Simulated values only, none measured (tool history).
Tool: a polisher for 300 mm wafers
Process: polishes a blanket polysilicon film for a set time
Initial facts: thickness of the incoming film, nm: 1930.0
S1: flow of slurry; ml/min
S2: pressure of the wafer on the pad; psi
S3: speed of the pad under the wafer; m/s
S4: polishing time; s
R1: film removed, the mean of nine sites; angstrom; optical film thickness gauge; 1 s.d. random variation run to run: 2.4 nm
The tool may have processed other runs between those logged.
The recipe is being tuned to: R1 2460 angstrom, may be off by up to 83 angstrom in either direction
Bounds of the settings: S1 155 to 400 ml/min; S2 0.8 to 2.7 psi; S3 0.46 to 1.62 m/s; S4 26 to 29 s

run	day	S1	S2	S3	S4	R1
1	0	255	1.7	1.04	29	1448.7
2	0.254	255	2	1.04	29	1716.4
3	0.4	255	2.2	1.04	29	1819.3
4	0.588	255	2.1	1.04	29	1782
5	0.771	255	2.5	1.04	29	2084.1
6	1.062	300	2.5	1.04	29	2122.1
7	1.354	300	2.6	1.06	29	2241.1
8	1.625	300	2.6	1.08	29	2252.8
9	1.988	300	2.6	1.1	29	2283.6
10	2.358	300	2.6	1.12	29	2327.9

4 candidate next runs follow, results not yet known. Just one meets every target within its allowed miss. Identify it.
A	2.729	245	2.2	1.4	29	?
B	2.729	285	2.7	1	29	?
C	2.729	300	2.7	1.08	27	?
D	2.729	395	2.4	1.2	26	?

move	R1
A	2415.1
B	2171.4
C	2179.3
D	2114.2
A: in spec on every target
B: the biggest miss grows against the last run
C: the biggest miss grows against the last run
D: the biggest miss grows against the last run
Correct choice: A, which meets every target
